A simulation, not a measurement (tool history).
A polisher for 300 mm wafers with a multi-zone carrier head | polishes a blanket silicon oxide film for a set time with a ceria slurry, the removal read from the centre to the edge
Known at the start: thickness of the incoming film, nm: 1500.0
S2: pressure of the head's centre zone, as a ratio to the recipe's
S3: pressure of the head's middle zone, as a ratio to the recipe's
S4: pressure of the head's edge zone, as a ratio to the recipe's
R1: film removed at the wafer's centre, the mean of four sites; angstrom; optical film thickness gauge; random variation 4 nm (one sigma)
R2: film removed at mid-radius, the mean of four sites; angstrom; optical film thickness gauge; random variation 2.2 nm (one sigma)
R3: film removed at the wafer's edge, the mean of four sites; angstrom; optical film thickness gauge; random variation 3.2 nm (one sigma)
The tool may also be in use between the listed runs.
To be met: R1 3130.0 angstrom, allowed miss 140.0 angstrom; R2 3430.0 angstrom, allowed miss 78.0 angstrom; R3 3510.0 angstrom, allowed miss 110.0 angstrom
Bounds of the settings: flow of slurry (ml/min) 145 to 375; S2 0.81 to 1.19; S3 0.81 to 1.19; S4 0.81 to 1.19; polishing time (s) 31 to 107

run 1 hour=0.0 | flow_of_slurry_(ml/min)=240 S2=1.00 S3=1.00 S4=1.00 polishing_time_(s)=69 | R1=4104.4 R2=4200.3 R3=4294.6
run 2 hour=8.6 | flow_of_slurry_(ml/min)=235 S2=0.99 S3=0.99 S4=0.98 polishing_time_(s)=68 | R1=4043.0 R2=4121.5 R3=4161.9
run 3 hour=9.2 | flow_of_slurry_(ml/min)=230 S2=0.97 S3=0.98 S4=0.97 polishing_time_(s)=67 | R1=3776.0 R2=4030.9 R3=4137.5
run 4 hour=12.5 | flow_of_slurry_(ml/min)=230 S2=0.97 S3=1.02 S4=0.97 polishing_time_(s)=67 | R1=3852.1 R2=4103.8 R3=4065.8
run 5 hour=19.3 | flow_of_slurry_(ml/min)=225 S2=0.96 S3=1.01 S4=0.96 polishing_time_(s)=66 | R1=3751.7 R2=4052.7 R3=3954.9
run 6 hour=21.3 | flow_of_slurry_(ml/min)=225 S2=0.96 S3=1.01 S4=0.89 polishing_time_(s)=66 | R1=3750.0 R2=4012.4 R3=3963.4
run 7 hour=25.0 | flow_of_slurry_(ml/min)=220 S2=0.96 S3=1.00 S4=0.89 polishing_time_(s)=65 | R1=3650.8 R2=3976.5 R3=3814.7
run 8 hour=33.0 | flow_of_slurry_(ml/min)=220 S2=0.96 S3=1.00 S4=0.89 polishing_time_(s)=65 | R1=3688.7 R2=3913.9 R3=3796.3
run 9 hour=39.9 | flow_of_slurry_(ml/min)=215 S2=0.95 S3=0.99 S4=0.89 polishing_time_(s)=65 | R1=3663.2 R2=3898.9 R3=3739.3
run 10 hour=45.0 | flow_of_slurry_(ml/min)=215 S2=0.93 S3=0.97 S4=0.90 polishing_time_(s)=65 | R1=3510.0 R2=3870.5 R3=3822.8
run 11 hour=53.6 | flow_of_slurry_(ml/min)=210 S2=0.93 S3=0.96 S4=0.89 polishing_time_(s)=65 | R1=3575.2 R2=3820.7 R3=3777.5
run 12 hour=57.7 | flow_of_slurry_(ml/min)=210 S2=0.93 S3=0.96 S4=0.89 polishing_time_(s)=65 | R1=3579.2 R2=3834.6 R3=3751.7
run 13 hour=66.3 | flow_of_slurry_(ml/min)=210 S2=0.93 S3=0.96 S4=0.89 polishing_time_(s)=65 | R1=3542.7 R2=3813.7 R3=3807.6
run 14 hour=69.6 | flow_of_slurry_(ml/min)=205 S2=0.92 S3=0.95 S4=0.88 polishing_time_(s)=65 | R1=3440.1 R2=3839.9 R3=3783.4
run 15 hour=72.1 | flow_of_slurry_(ml/min)=200 S2=0.92 S3=0.94 S4=0.88 polishing_time_(s)=65 | R1=3458.0 R2=3752.5 R3=3795.8
run 16 hour=79.9 | flow_of_slurry_(ml/min)=190 S2=0.90 S3=0.92 S4=0.86 polishing_time_(s)=63 | R1=3296.7 R2=3554.3 R3=3587.3
run 17 hour=83.3 | flow_of_slurry_(ml/min)=185 S2=0.90 S3=0.92 S4=0.86 polishing_time_(s)=63 | R1=3330.6 R2=3564.1 R3=3574.9
run 18 hour=84.7 | flow_of_slurry_(ml/min)=185 S2=0.89 S3=0.92 S4=0.86 polishing_time_(s)=63 | R1=3178.8 R2=3554.6 R3=3542.4
run 19 hour=87.5 | flow_of_slurry_(ml/min)=185 S2=0.89 S3=0.92 S4=0.86 polishing_time_(s)=63 | R1=3222.0 R2=3591.4 R3=3593.0

5 next moves are on the table. One of them brings every result within its allowed miss. Which?
run A hour=90.3 | flow_of_slurry_(ml/min)=185 S2=0.88 S3=0.89 S4=0.84 polishing_time_(s)=62 | R1=? R2=? R3=?
run B hour=90.3 | flow_of_slurry_(ml/min)=165 S2=0.89 S3=0.97 S4=0.88 polishing_time_(s)=65 | R1=? R2=? R3=?
run C hour=90.3 | flow_of_slurry_(ml/min)=165 S2=0.85 S3=1.02 S4=0.83 polishing_time_(s)=63 | R1=? R2=? R3=?
run D hour=90.3 | flow_of_slurry_(ml/min)=160 S2=0.87 S3=0.99 S4=0.82 polishing_time_(s)=67 | R1=? R2=? R3=?
run E hour=90.3 | flow_of_slurry_(ml/min)=170 S2=0.87 S3=0.92 S4=0.87 polishing_time_(s)=66 | R1=? R2=? R3=?

move=A R1=3118.4 R2=3440.1 R3=3422.7
move=B R1=3257.2 R2=3753.3 R3=3625.8
move=C R1=3025.3 R2=3756.5 R3=3421.6
move=D R1=3273.9 R2=3905.2 R3=3610.9
move=E R1=3249.7 R2=3701.1 R3=3673.8
A: meets every target
B: further off than the last run
C: further off than the last run
D: further off than the last run
E: further off than the last run
Move A is the one to make.
